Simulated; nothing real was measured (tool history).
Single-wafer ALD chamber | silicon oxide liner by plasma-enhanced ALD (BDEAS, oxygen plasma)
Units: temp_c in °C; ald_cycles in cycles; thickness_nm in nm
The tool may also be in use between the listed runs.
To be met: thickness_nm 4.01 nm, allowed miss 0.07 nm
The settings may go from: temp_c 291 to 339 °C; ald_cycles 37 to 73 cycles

run	hour	temp_c	ald_cycles	thickness_nm
1	0	315	55	4.8177
2	1.9	315	54	4.7037
3	4.2	315	53	4.6303
4	8.7	315	52	4.5269
5	16.2	315	51	4.4177
6	20.9	315	50	4.3302
7	28.8	316	48	4.188
8	34.8	316	47	4.0826

4 next moves are on the table. One of them brings every result within its allowed miss. Which?
A	40.8	313	48	?
B	40.8	315	46	?
C	40.8	319	48	?
D	40.8	339	50	?

move	thickness_nm
A	4.2328
B	4.0443
C	4.1948
D	4.2378
A: further off than the last run
B: meets every target
C: further off than the last run
D: further off than the last run
Move B is the one to make.

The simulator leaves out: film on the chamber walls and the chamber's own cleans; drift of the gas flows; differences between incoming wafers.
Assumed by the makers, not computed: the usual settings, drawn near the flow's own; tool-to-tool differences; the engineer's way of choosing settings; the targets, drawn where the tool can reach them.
